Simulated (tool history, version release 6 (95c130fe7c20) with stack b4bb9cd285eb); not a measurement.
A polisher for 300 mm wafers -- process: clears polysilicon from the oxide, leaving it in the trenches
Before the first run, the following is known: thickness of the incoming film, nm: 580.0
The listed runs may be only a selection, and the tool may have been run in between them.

| run | hour | flow of slurry (ml/min) | pressure of the wafer on the pad (kPa) | speed of the pad under the wafer (m/s) | overpolish time after the end point (s) | time until the end point was called (s) | dishing of a wide line in a test structure (angstrom) |
|---|---|---|---|---|---|---|---|
| 1 | 0 | 225 | 15.9 | 0.86 | 13 | 52.538 | 642.32 |
| 2 | 8.1 | 225 | 13.8 | 0.86 | 13 | 60.538 | 601.65 |
| 3 | 11.5 | 225 | 15.2 | 0.86 | 13 | 53.963 | 645.04 |
| 4 | 19.9 | 225 | 15.2 | 0.86 | 11 | 54.119 | 579.58 |
| 5 | 26.8 | 205 | 15.2 | 0.86 | 11 | 55.655 | 581.57 |
| 6 | 32.4 | 205 | 15.2 | 0.86 | 9 | 54.795 | 517.59 |
| 7 | 34.3 | 210 | 16.5 | 0.86 | 10 | 51.309 | 589.27 |
| 8 | 37.7 | 220 | 17.2 | 0.86 | 10 | 48.439 | 581.45 |
| 9 | 45.2 | 225 | 17.9 | 0.86 | 11 | 46.322 | 625.66 |
| 10 | 51.1 | 230 | 18.6 | 0.86 | 11 | 44.76 | 648.14 |
| 11 | 53.2 | 230 | 18.6 | 0.86 | 11 | 43.575 | 635.46 |

Run 12 has not been measured yet. What should we expect?
| 12 | 56.3 | 235 | 18.6 | 0.86 | 11 | ? | ? |

Logged for run 12: time until the end point was called (s) 44.416, dishing of a wide line in a test structure (angstrom) 642.08.
